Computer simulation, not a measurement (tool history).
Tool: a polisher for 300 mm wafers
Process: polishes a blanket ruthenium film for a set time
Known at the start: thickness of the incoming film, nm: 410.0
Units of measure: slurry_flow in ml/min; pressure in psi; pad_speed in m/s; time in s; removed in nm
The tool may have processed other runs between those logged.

run    day  slurry_flow  pressure  pad_speed  time  removed
  1      0          275       1.3       1.04   114   95.934
  2  0.158          275       1.6       1.04   114   115.62
  3  0.242          340       1.6       1.04   114   118.25
  4  0.312          340       1.4       1.04   114   106.09
  5  0.612          340       1.4       1.04   120   109.76
  6  0.825          340       1.4       0.86   120   92.104
  7  1.175          340       1.3       0.86   120   85.676

The next listed run, before its measurement:
  8  1.346          340       1.2       0.86   120        ?

removed: 81.047 nm

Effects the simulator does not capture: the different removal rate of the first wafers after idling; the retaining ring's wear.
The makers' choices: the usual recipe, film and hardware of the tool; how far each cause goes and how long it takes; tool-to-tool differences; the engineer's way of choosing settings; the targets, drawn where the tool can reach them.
